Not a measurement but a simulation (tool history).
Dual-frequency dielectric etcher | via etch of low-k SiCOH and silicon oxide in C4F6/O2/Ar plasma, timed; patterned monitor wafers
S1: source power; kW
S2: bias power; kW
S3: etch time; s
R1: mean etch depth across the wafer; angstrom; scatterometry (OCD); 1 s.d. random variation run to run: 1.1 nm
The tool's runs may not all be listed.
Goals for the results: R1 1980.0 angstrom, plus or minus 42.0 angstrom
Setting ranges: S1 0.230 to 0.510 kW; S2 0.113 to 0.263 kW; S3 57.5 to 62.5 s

| run | day | S1 | S2 | S3 | R1 |
|---|---|---|---|---|---|
| 1 | 0.000 | 0.370 | 0.188 | 62.5 | 1714.7 |
| 2 | 0.021 | 0.410 | 0.193 | 62.5 | 1801.1 |
| 3 | 0.338 | 0.410 | 0.193 | 62.5 | 1802.7 |
| 4 | 0.488 | 0.390 | 0.193 | 62.5 | 1756.3 |
| 5 | 0.542 | 0.420 | 0.197 | 62.5 | 1837.5 |
| 6 | 0.675 | 0.390 | 0.197 | 62.5 | 1787.6 |
| 7 | 0.900 | 0.390 | 0.197 | 62.5 | 1760.0 |
| 8 | 1.121 | 0.420 | 0.201 | 62.5 | 1868.5 |
| 9 | 1.271 | 0.430 | 0.202 | 62.5 | 1865.8 |
| 10 | 1.504 | 0.450 | 0.204 | 62.5 | 1919.9 |

Which single option among these 5 for the next run brings every result within its allowed miss of target? Just one does.
| A | 1.738 | 0.420 | 0.216 | 62.5 | ? |
| B | 1.738 | 0.470 | 0.213 | 59.5 | ? |
| C | 1.738 | 0.490 | 0.259 | 57.5 | ? |
| D | 1.738 | 0.460 | 0.193 | 60.5 | ? |
| E | 1.738 | 0.440 | 0.195 | 62.5 | ? |

| move | R1 |
|---|---|
| A | 1877.2 |
| B | 1861.8 |
| C | 1962.0 |
| D | 1812.8 |
| E | 1845.4 |
A: further off than the last run
B: further off than the last run
C: all results in spec
D: further off than the last run
E: further off than the last run
So the answer is move C, the one that meets all the targets.

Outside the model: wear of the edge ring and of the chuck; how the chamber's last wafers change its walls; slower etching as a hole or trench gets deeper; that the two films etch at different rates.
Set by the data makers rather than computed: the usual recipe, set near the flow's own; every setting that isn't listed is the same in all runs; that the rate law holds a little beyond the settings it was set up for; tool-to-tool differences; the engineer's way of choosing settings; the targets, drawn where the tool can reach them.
